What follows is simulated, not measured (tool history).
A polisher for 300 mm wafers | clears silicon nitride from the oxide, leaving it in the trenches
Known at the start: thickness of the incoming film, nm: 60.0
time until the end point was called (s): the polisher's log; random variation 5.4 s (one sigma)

run	hour	flow of slurry (ml/min)	pressure of the wafer on the pad (psi)	speed of the pad under the wafer (m/s)	overpolish time after the end point (s)	time until the end point was called (s)
1	0	125	1.8	0.8	8	169.67
2	6.1	125	1.8	0.88	8	152.26
3	15	125	1.8	0.88	8	152.3
4	18.4	125	1.8	0.88	6	154.38
5	22.8	125	1.6	0.86	6	172.13
6	25.4	125	1.6	1	6	155.17
7	29.5	125	1.4	0.96	6	166.1
8	33.5	120	1.2	0.88	6	202.23

Run 9 comes next. What will it give?
9	40.8	120	1.1	0.84	6	?

time until the end point was called (s): 220.08
